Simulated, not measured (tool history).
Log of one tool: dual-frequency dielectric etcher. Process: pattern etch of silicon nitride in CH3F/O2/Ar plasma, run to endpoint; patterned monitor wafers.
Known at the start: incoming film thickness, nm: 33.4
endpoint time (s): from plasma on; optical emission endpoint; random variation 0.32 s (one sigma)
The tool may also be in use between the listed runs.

{"run": 1, "hour": 0.0, "source power (kW)": 0.51, "bias power (kW)": 0.054, "endpoint time (s)": 52.115}
{"run": 2, "hour": 1.2, "source power (kW)": 0.53, "bias power (kW)": 0.055, "endpoint time (s)": 51.189}
{"run": 3, "hour": 5.6, "source power (kW)": 0.53, "bias power (kW)": 0.047, "endpoint time (s)": 53.304}
{"run": 4, "hour": 6.8, "source power (kW)": 0.53, "bias power (kW)": 0.042, "endpoint time (s)": 54}
{"run": 5, "hour": 8.9, "source power (kW)": 0.59, "bias power (kW)": 0.042, "endpoint time (s)": 52.152}
{"run": 6, "hour": 10.1, "source power (kW)": 0.59, "bias power (kW)": 0.033, "endpoint time (s)": 53.526}
{"run": 7, "hour": 15.8, "source power (kW)": 0.61, "bias power (kW)": 0.034, "endpoint time (s)": 53.133}
{"run": 8, "hour": 18.8, "source power (kW)": 0.61, "bias power (kW)": 0.034, "endpoint time (s)": 52.773}
{"run": 9, "hour": 22.0, "source power (kW)": 0.63, "bias power (kW)": 0.035, "endpoint time (s)": 52.184}
{"run": 10, "hour": 27.7, "source power (kW)": 0.65, "bias power (kW)": 0.037, "endpoint time (s)": 51.407}

Run 11 comes next. What will it give?
{"run": 11, "hour": 32.1, "source power (kW)": 0.66, "bias power (kW)": 0.039, "endpoint time (s)": "?"}

{"run 11": {"endpoint time (s)": 51.004}}
